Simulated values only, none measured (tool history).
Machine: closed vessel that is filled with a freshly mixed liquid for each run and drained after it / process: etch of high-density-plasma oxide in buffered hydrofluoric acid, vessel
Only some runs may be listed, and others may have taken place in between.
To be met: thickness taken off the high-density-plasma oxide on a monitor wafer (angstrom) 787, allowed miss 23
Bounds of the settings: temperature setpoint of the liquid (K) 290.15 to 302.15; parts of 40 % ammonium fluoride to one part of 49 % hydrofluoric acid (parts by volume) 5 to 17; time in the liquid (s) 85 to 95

run	hour	temperature setpoint of the liquid (K)	parts of 40 % ammonium fluoride to one part of 49 % hydrofluoric acid (parts by volume)	time in the liquid (s)	thickness taken off the high-density-plasma oxide on a monitor wafer (angstrom)
1	0	294.15	10.5	85	972.01
2	6.6	293.15	10.5	85	925.25
3	11.8	293.15	9	85	1044.6
4	15.2	293.15	9	95	1155.1
5	22.5	293.15	9	95	1159.2
6	30	293.15	6.5	95	1612
7	36.3	292.15	8	95	1240.2
8	41.2	291.65	9	95	1064.6

Consider the 4 candidate settings below. Which is the only one whose results all fall within their allowed miss of target?
A	46.1	291.15	12.5	90	?
B	46.1	290.65	13	95	?
C	46.1	292.15	12.5	90	?
D	46.1	290.65	12	90	?

move	thickness taken off the high-density-plasma oxide on a monitor wafer (angstrom)
A	736.89
B	727.5
C	779.79
D	745.44
A: moves the result that the last run missed by most past its target, out the other side
B: moves the result that the last run missed by most past its target, out the other side
C: in spec on every target
D: moves the result that the last run missed by most past its target, out the other side
The move that meets every target is C.
